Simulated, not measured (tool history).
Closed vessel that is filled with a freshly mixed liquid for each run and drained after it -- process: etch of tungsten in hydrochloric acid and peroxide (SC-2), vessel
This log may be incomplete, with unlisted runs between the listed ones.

run  hour  temperature setpoint of the liquid (C)  parts of water to one part each of 37 % hydrochloric acid and 30 % peroxide (parts by volume)  time in the liquid (s)  thickness taken off the tungsten on a monitor wafer (nm)
  1     0                                      50                                                                                              7                     205                                                    43.598
  2   6.4                                      48                                                                                              7                     205                                                    38.367
  3    15                                    43.5                                                                                              7                     205                                                     27.71
  4  16.2                                    43.5                                                                                              5                     205                                                     35.64
  5  24.7                                      42                                                                                              5                     205                                                    32.213
  6  32.3                                    40.5                                                                                              5                     205                                                    29.219
  7  39.9                                    39.5                                                                                              5                     205                                                    27.343
  8  48.5                                    38.5                                                                                              5                     205                                                    25.377

What will run 9 give?
  9  49.3                                      38                                                                                              5                     205                                                         ?

Run 9 measured thickness taken off the tungsten on a monitor wafer (nm) 24.486.
